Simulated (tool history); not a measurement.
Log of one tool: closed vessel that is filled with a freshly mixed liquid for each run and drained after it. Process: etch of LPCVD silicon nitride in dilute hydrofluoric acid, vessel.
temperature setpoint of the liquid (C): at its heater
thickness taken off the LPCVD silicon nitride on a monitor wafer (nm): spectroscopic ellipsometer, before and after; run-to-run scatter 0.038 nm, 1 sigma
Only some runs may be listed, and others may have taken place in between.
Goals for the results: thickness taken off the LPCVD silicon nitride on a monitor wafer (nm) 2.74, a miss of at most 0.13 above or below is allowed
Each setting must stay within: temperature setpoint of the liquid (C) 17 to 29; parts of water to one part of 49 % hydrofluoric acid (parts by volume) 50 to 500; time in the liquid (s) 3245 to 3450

| run | day | temperature setpoint of the liquid (C) | parts of water to one part of 49 % hydrofluoric acid (parts by volume) | time in the liquid (s) | thickness taken off the LPCVD silicon nitride on a monitor wafer (nm) |
|---|---|---|---|---|---|
| 1 | 0 | 21 | 275 | 3245 | 5.3655 |
| 2 | 0.342 | 19.5 | 315 | 3245 | 4.2049 |
| 3 | 0.404 | 19.5 | 375 | 3245 | 3.5145 |
| 4 | 0.754 | 19.5 | 375 | 3450 | 3.748 |
| 5 | 0.783 | 23 | 375 | 3450 | 4.7792 |
| 6 | 1.096 | 23 | 375 | 3450 | 4.8082 |
| 7 | 1.467 | 21 | 395 | 3445 | 3.9609 |
| 8 | 1.596 | 21 | 395 | 3445 | 4.0126 |
| 9 | 1.942 | 20 | 410 | 3440 | 3.5617 |
| 10 | 2.096 | 19 | 420 | 3435 | 3.3627 |
| 11 | 2.467 | 18.5 | 430 | 3430 | 3.1376 |

Which single option among these 5 for the next run brings every result within its allowed miss of target? Just one does.
| A | 2.838 | 21.5 | 450 | 3450 | ? |
| B | 2.838 | 17 | 325 | 3395 | ? |
| C | 2.838 | 18 | 440 | 3245 | ? |
| D | 2.838 | 22.5 | 405 | 3245 | ? |
| E | 2.838 | 18.5 | 425 | 3450 | ? |

| move | thickness taken off the LPCVD silicon nitride on a monitor wafer (nm) |
|---|---|
| A | 3.6116 |
| B | 3.6659 |
| C | 2.8026 |
| D | 3.9977 |
| E | 3.177 |
A: lands further from the targets than the last run did
B: lands further from the targets than the last run did
C: meets every target
D: lands further from the targets than the last run did
E: lands further from the targets than the last run did
Correct choice: C, which meets every target
